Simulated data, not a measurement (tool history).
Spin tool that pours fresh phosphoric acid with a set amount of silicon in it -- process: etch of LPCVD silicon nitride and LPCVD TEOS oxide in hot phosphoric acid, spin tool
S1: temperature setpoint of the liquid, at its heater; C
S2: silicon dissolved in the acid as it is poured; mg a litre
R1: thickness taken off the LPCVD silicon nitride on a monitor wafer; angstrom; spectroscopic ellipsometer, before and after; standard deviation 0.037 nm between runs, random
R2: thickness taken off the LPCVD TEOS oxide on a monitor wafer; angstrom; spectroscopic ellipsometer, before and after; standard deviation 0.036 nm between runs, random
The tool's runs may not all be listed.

Run 1, hour 0.0: S1 163.0 C, S2 8.5 mg a litre, time under the liquid (s) 80. Result: R1 66.541 angstrom, R2 2.5286 angstrom.
Run 2, hour 7.2: S1 165.0 C, S2 8.5 mg a litre, time under the liquid (s) 80. Result: R1 71.663 angstrom, R2 3.6615 angstrom.
Run 3, hour 9.1: S1 165.5 C, S2 10.5 mg a litre, time under the liquid (s) 80. Result: R1 72.064 angstrom, R2 3.1210 angstrom.
Run 4, hour 13.6: S1 165.5 C, S2 6.0 mg a litre, time under the liquid (s) 80. Result: R1 72.468 angstrom, R2 3.6174 angstrom.
Run 5, hour 14.8: S1 167.0 C, S2 6.0 mg a litre, time under the liquid (s) 80. Result: R1 75.972 angstrom, R2 3.1838 angstrom.
Run 6, hour 23.5: S1 165.5 C, S2 6.0 mg a litre, time under the liquid (s) 80. Result: R1 71.741 angstrom, R2 3.6436 angstrom.
Run 7, hour 32.3: S1 166.0 C, S2 6.5 mg a litre, time under the liquid (s) 80. Result: R1 73.641 angstrom, R2 3.9445 angstrom.

The next listed run, before its measurement:
Run 8, hour 38.1: S1 166.5 C, S2 7.5 mg a litre, time under the liquid (s) 80. Result: R1 ?, R2 ?.

Run 8 gave R1 74.663 angstrom, R2 3.9056 angstrom.
